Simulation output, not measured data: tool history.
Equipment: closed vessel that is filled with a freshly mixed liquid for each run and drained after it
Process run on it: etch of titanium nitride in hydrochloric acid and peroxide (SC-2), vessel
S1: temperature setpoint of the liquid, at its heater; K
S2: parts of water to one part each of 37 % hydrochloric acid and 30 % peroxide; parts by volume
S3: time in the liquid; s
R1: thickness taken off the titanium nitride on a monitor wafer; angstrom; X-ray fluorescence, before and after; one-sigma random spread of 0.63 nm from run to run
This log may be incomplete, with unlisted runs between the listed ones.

run,hour,S1,S2,S3,R1
1,0,328.15,6,420,406.53
2,8.8,328.15,6,420,409.69
3,16,334.15,6,420,596.64
4,18.2,334.65,6,420,624.14
5,25,335.15,6,420,632.76
6,34.2,335.15,7.5,420,537.03
7,40.5,335.65,7.5,420,550.98

Run 8 has not been measured yet. What should we expect?
8,49.6,336.15,7.5,420,?

{"run 8": {"R1": 561.8}}
